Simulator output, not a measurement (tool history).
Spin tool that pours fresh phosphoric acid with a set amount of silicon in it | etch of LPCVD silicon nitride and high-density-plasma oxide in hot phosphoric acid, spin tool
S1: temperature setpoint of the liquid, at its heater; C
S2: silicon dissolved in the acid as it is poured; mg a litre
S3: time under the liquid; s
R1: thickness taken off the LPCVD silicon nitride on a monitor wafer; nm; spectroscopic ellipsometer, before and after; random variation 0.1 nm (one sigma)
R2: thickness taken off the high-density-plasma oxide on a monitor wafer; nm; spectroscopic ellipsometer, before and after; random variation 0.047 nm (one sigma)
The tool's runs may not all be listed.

run	hour	S1	S2	S3	R1	R2
1	0	162	13.5	140	12.591	0.43933
2	4.3	162	18	140	12.572	0.41431
3	8.7	162	18	180	16.02	0.51622
4	14.6	162	25	180	16.194	0.39087
# hour 15.7: heated supply line repaired
5	15.7	162	23	180	17.003	0.54741
6	19.7	162	23	235	22.466	0.53921
7	27.1	161.5	19.5	230	21.406	0.67672
8	31.8	161	19	225	20.887	0.57357
9	40	161	17	220	20.308	0.66431
10	42.5	161	16	215	19.749	0.66193
11	48.4	161	15	210	19.28	0.62496

The next listed run, before its measurement:
12	56.7	161	15	210	?	?

{"run 12": {"R1": 18.993, "R2": 0.62432}}

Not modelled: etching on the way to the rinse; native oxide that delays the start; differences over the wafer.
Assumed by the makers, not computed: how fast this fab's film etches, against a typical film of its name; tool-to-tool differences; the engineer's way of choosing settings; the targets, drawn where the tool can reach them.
